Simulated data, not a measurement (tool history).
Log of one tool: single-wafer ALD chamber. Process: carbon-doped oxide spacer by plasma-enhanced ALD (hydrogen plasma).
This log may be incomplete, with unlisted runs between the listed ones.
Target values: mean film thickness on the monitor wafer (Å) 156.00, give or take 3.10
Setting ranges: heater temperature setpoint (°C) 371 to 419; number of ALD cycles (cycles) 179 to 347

run,hour,heater temperature setpoint (°C),number of ALD cycles (cycles),mean film thickness on the monitor wafer (Å)
1,0.0,395,263,126.47
2,2.4,395,277,133.96
3,10.2,395,287,137.61
4,13.5,395,309,149.06
5,14.7,401,309,149.35
6,21.7,401,276,132.31
7,27.8,401,288,139.53
8,36.9,401,296,141.92
9,40.9,401,303,146.46

5 next moves are on the table. One of them brings every result within its allowed miss. Which?
A,44.9,408,342,?
B,44.9,395,343,?
C,44.9,397,333,?
D,44.9,384,324,?
E,44.9,398,338,?

move,mean film thickness on the monitor wafer (Å)
A,160.82
B,165.73
C,160.89
D,156.55
E,163.31
A: pushes the last run's worst result past its target
B: pushes the last run's worst result past its target
C: pushes the last run's worst result past its target
D: in spec on every target
E: pushes the last run's worst result past its target
Move D is the one to make.
